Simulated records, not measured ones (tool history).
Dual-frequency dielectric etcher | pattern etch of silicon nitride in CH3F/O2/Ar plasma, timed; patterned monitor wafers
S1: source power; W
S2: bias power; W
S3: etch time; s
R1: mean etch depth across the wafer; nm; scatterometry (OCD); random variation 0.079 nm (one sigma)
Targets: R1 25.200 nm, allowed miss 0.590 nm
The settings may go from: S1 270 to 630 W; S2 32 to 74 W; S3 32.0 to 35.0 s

run,hour,S1,S2,S3,R1
1,0.0,450,53,35.0,22.379
2,6.5,400,53,35.0,21.311
3,8.6,430,54,35.0,22.039
4,9.8,430,45,35.0,20.726
5,17.1,460,46,35.0,21.299
6,23.9,460,46,35.0,21.349
7,24.7,490,47,35.0,22.004
8,32.1,510,48,35.0,22.607
9,39.8,530,49,35.0,23.132
10,44.0,540,50,35.0,23.383
11,46.6,550,51,35.0,23.740
12,52.1,560,51,35.0,23.947

Which of these 4 next moves meets every target?
A,57.6,610,52,33.5,?
B,57.6,620,46,35.0,?
C,57.6,620,54,35.0,?
D,57.6,540,58,34.0,?

move,R1
A,23.932
B,24.122
C,25.498
D,24.082
A: as far off as the last run
B: nearer than the last run, and not there yet
C: meets every target
D: nearer than the last run, and not there yet
The right move is C.
